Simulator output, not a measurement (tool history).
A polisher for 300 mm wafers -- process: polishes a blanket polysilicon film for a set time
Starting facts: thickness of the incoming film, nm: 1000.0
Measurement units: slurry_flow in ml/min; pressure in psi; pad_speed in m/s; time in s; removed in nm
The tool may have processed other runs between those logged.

run 1 hour=0.0 | slurry_flow=170 pressure=2.5 pad_speed=1.10 time=34 | removed=295.79
run 2 hour=4.5 | slurry_flow=200 pressure=2.5 pad_speed=1.10 time=34 | removed=314.04
run 3 hour=12.9 | slurry_flow=200 pressure=2.5 pad_speed=1.10 time=34 | removed=310.83
run 4 hour=21.2 | slurry_flow=155 pressure=2.5 pad_speed=1.10 time=34 | removed=309.52
run 5 hour=22.9 | slurry_flow=190 pressure=2.5 pad_speed=1.10 time=34 | removed=308.70
run 6 hour=23.9 | slurry_flow=190 pressure=2.1 pad_speed=0.98 time=34 | removed=236.93
run 7 hour=31.8 | slurry_flow=190 pressure=1.8 pad_speed=0.90 time=34 | removed=194.21

For run 8, what comes out?
run 8 hour=40.1 | slurry_flow=190 pressure=1.6 pad_speed=0.86 time=34 | removed=?

{"run 8": {"removed": 169.92}}

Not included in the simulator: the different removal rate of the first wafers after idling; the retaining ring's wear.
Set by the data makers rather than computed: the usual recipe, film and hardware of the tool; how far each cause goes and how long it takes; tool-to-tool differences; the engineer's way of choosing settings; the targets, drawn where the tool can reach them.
